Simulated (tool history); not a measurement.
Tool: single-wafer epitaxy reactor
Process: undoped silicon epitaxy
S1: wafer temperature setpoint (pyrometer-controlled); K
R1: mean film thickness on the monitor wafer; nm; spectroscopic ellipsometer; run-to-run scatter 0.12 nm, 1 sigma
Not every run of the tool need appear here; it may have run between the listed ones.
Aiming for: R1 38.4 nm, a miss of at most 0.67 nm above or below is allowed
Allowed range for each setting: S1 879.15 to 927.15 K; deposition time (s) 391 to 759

run 1 hour=0 | S1=903.15 deposition_time_(s)=575 | R1=58.996
run 2 hour=3.2 | S1=912.15 deposition_time_(s)=575 | R1=74.238
run 3 hour=11.5 | S1=922.15 deposition_time_(s)=575 | R1=95.294
run 4 hour=20.5 | S1=916.15 deposition_time_(s)=575 | R1=82.632
run 5 hour=25.5 | S1=906.15 deposition_time_(s)=574 | R1=63.898
run 6 hour=33.1 | S1=899.15 deposition_time_(s)=573 | R1=52.707
run 7 hour=36.2 | S1=895.15 deposition_time_(s)=572 | R1=47.733
run 8 hour=38 | S1=892.15 deposition_time_(s)=572 | R1=43.94
run 9 hour=47.1 | S1=890.15 deposition_time_(s)=572 | R1=41.482
run 10 hour=48.7 | S1=890.15 deposition_time_(s)=572 | R1=41.574
run 11 hour=55.8 | S1=889.15 deposition_time_(s)=572 | R1=40.541
run 12 hour=57.4 | S1=889.15 deposition_time_(s)=572 | R1=40.576
run 13 hour=66.2 | S1=886.15 deposition_time_(s)=572 | R1=37.411

Consider the 4 candidate settings below. Which is the only one whose results all fall within their allowed miss of target?
run A hour=75 | S1=879.15 deposition_time_(s)=686 | R1=?
run B hour=75 | S1=891.15 deposition_time_(s)=491 | R1=?
run C hour=75 | S1=885.15 deposition_time_(s)=575 | R1=?
run D hour=75 | S1=885.15 deposition_time_(s)=608 | R1=?

move=A R1=37.16
move=B R1=36.85
move=C R1=36.709
move=D R1=38.816
A: further off than the last run
B: further off than the last run
C: further off than the last run
D: meets every target
The right move is D.
